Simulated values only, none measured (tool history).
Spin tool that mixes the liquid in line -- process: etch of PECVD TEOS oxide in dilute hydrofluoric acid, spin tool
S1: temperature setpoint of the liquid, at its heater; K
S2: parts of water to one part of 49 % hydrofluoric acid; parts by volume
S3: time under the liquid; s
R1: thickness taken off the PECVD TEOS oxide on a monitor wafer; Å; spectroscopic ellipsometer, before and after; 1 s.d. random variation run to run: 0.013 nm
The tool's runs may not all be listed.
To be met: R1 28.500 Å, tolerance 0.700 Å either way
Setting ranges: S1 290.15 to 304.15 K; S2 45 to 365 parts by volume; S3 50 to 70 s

Run 1, hour 0.0: S1 296.15 K, S2 205 parts by volume, S3 70 s. Result: R1 34.575 Å.
Run 2, hour 3.4: S1 296.15 K, S2 170 parts by volume, S3 70 s. Result: R1 43.038 Å.
Run 3, hour 8.7: S1 294.65 K, S2 180 parts by volume, S3 70 s. Result: R1 37.985 Å.
Run 4, hour 12.6: S1 297.15 K, S2 180 parts by volume, S3 70 s. Result: R1 41.649 Å.
Run 5, hour 18.3: S1 295.65 K, S2 185 parts by volume, S3 70 s. Result: R1 38.262 Å.
Run 6, hour 21.9: S1 295.65 K, S2 185 parts by volume, S3 70 s. Result: R1 38.309 Å.
Run 7, hour 24.5: S1 294.15 K, S2 190 parts by volume, S3 70 s. Result: R1 35.236 Å.
Run 8, hour 26.8: S1 293.15 K, S2 195 parts by volume, S3 70 s. Result: R1 32.624 Å.
Run 9, hour 31.2: S1 292.65 K, S2 195 parts by volume, S3 70 s. Result: R1 32.161 Å.
Run 10, hour 32.3: S1 292.15 K, S2 195 parts by volume, S3 70 s. Result: R1 31.255 Å.
Run 11, hour 38.2: S1 291.65 K, S2 195 parts by volume, S3 70 s. Result: R1 30.972 Å.

Which single option among these 4 for the next run brings every result within its allowed miss of target? Just one does.
Run A, hour 44.1: S1 295.15 K, S2 185 parts by volume, S3 50 s. Result: R1 ?.
Run B, hour 44.1: S1 290.65 K, S2 200 parts by volume, S3 70 s. Result: R1 ?.
Run C, hour 44.1: S1 290.65 K, S2 140 parts by volume, S3 50 s. Result: R1 ?.
Run D, hour 44.1: S1 291.15 K, S2 195 parts by volume, S3 70 s. Result: R1 ?.

move      R1
   A  26.662
   B  28.559
   C  30.867
   D  30.017
A: moves the result that the last run missed by most past its target, out the other side
B: every result within its allowed miss
C: as far off as the last run
D: closer than the last run, but not yet in spec
Go with B: it meets all targets.
